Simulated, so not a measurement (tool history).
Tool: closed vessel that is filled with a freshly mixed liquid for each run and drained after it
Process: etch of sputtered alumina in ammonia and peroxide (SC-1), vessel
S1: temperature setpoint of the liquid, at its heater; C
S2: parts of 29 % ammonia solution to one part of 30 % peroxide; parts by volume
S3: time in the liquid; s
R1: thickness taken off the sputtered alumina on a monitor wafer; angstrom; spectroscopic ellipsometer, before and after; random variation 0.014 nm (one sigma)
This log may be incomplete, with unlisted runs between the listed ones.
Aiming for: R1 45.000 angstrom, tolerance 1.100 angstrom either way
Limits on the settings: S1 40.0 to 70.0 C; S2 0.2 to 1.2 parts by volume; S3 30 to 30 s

run	hour	S1	S2	S3	R1
1	0.0	56.0	0.8	30	30.275
2	7.2	58.0	0.8	30	33.414
3	15.7	59.5	0.8	30	36.454
4	19.6	55.5	0.8	30	29.563
5	25.8	55.5	1.0	30	30.061
6	31.3	59.0	1.0	30	36.059
7	35.1	60.0	1.0	30	38.053
8	36.8	61.0	1.0	30	40.151
9	44.6	61.0	1.0	30	40.173
10	50.7	61.5	1.0	30	40.959
11	56.5	61.5	1.0	30	40.939
12	65.7	62.0	1.0	30	42.185
13	67.4	62.5	1.0	30	43.099

Next run, 4 choices. One meets every target within its allowed miss, the rest don't. Which?
A	69.1	61.5	0.9	30	?
B	69.1	64.5	1.2	30	?
C	69.1	63.5	0.8	30	?
D	69.1	64.0	1.0	30	?

move	R1
A	40.755
B	48.700
C	44.583
D	46.688
A: further off than the last run
B: takes the biggest miss from the last run beyond its target
C: every result lands within tolerance
D: takes the biggest miss from the last run beyond its target
Answer: C

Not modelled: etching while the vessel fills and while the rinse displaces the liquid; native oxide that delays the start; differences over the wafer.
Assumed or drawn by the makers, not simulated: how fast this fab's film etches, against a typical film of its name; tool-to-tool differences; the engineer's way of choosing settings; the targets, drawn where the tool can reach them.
